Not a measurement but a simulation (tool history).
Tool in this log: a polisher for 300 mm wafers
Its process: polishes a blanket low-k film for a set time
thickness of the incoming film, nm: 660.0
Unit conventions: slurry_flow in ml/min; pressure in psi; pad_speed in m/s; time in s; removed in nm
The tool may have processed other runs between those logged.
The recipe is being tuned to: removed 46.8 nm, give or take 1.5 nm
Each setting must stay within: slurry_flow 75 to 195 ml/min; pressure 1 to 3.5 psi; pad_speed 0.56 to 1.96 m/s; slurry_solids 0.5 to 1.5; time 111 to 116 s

run  hour  slurry_flow  pressure  pad_speed  slurry_solids  time  removed
  1     0          125       2.2       1.26              1   111   72.776
  2   1.5          125       2.2       0.98              1   111   58.892
  3   4.7          125       2.2       0.98            0.9   111   56.486
  4     6          125       2.2       0.98           1.05   111   59.375
  5  13.5          125       2.2       0.98           1.05   116   62.265
  6  22.4          125       2.4       0.98           1.05   116   66.739
  7  27.1          120       2.1       0.98           1.05   116     59.3
  8  28.8          105       1.5       0.96           1.05   116   40.023
  9  32.9          120       1.5       0.96           1.05   116   41.546
 10  37.2          120       1.5       0.96           1.05   116   41.815
 11  41.5          130       1.5       0.96           1.05   116   42.295
 12  46.1          140       1.5       0.96           1.05   116    42.87
 13    49          145       1.5       0.96           1.05   116   43.334
 14  53.2          150       1.5       0.96           1.05   116   43.286
 15  58.5          165       1.7       0.96           1.05   116   49.598
 16  62.2          160       1.7       0.96           1.05   116   50.129
 17    65          155       1.7       0.96           1.05   116   49.816
 18  73.9          150       1.7       0.96           1.05   116   48.962
 19  75.1          145       1.7       0.96           1.05   116   48.905
 20  76.7          140       1.7       0.96           1.05   116   48.426

Which one of the following 4 next-run settings gets every result inside its allowed miss? There is exactly one.
  A  78.3          140       1.9       0.86              1   112        ?
  B  78.3          110       1.6       1.24           0.95   116        ?
  C  78.3          130       1.7       0.88            0.9   116        ?
  D  78.3          155         2       0.86            1.1   111        ?

move  removed
   A   46.962
   B   51.537
   C   42.548
   D   51.217
A: every result within its allowed miss
B: its largest miss is bigger than the last run's
C: moves the result that the last run missed by most past its target, out the other side
D: its largest miss is bigger than the last run's
The move that meets every target is A.
